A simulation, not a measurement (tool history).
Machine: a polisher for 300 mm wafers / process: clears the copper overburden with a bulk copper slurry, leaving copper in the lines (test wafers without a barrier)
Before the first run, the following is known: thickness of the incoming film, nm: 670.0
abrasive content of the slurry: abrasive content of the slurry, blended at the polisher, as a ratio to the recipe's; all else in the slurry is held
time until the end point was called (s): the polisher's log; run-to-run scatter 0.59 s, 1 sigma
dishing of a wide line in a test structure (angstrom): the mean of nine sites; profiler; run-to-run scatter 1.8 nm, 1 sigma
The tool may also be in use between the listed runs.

| run | hour | flow of slurry (ml/min) | pressure of the wafer on the pad (kPa) | speed of the pad under the wafer (m/s) | abrasive content of the slurry | overpolish time after the end point (s) | time until the end point was called (s) | dishing of a wide line in a test structure (angstrom) |
|---|---|---|---|---|---|---|---|---|
| 1 | 0 | 250 | 13.1 | 1.16 | 1 | 23 | 90.457 | 627.93 |
| 2 | 1.1 | 280 | 13.1 | 1.16 | 1 | 23 | 88.711 | 639.4 |
| 3 | 4.3 | 290 | 13.8 | 1.16 | 1 | 24 | 85.045 | 705.77 |
| 4 | 9.9 | 225 | 13.8 | 1.16 | 1 | 24 | 85.651 | 648.87 |
| 5 | 11.2 | 225 | 13.8 | 1.16 | 1 | 19 | 87.166 | 619.75 |
| 6 | 17.5 | 275 | 13.8 | 1.16 | 1 | 19 | 83.919 | 617.96 |
| 7 | 23.4 | 280 | 14.5 | 1.16 | 1 | 20 | 80.811 | 668.89 |
| 8 | 26.1 | 285 | 14.5 | 1.16 | 1 | 20 | 79.667 | 686.64 |

What does the tool deliver on the next run?
| 9 | 28.4 | 290 | 14.5 | 1.16 | 1 | 20 | ? | ? |

time until the end point was called (s): 79.673
dishing of a wide line in a test structure (angstrom): 672.08
